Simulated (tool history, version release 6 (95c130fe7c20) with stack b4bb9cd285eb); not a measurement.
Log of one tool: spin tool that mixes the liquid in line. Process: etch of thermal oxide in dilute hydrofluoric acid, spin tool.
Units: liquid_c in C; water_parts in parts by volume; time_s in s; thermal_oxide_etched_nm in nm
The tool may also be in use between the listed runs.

run	day	liquid_c	water_parts	time_s	thermal_oxide_etched_nm
1	0	21	110	95	3.3118
2	0.367	17.5	110	95	2.8796
3	0.479	17.5	110	75	2.277
4	0.583	17.5	110	75	2.2645
5	0.688	20	110	75	2.5217
6	0.971	20	110	75	2.5477
7	1.012	22	110	75	2.7316
8	1.092	23.5	105	75	3.0374
9	1.154	25	105	75	3.266
10	1.417	26	105	75	3.3702

Run 11, settings as shown, results not yet in. Your forecast:
11	1.658	26.5	105	75	?

thermal_oxide_etched_nm: 3.4638 nm
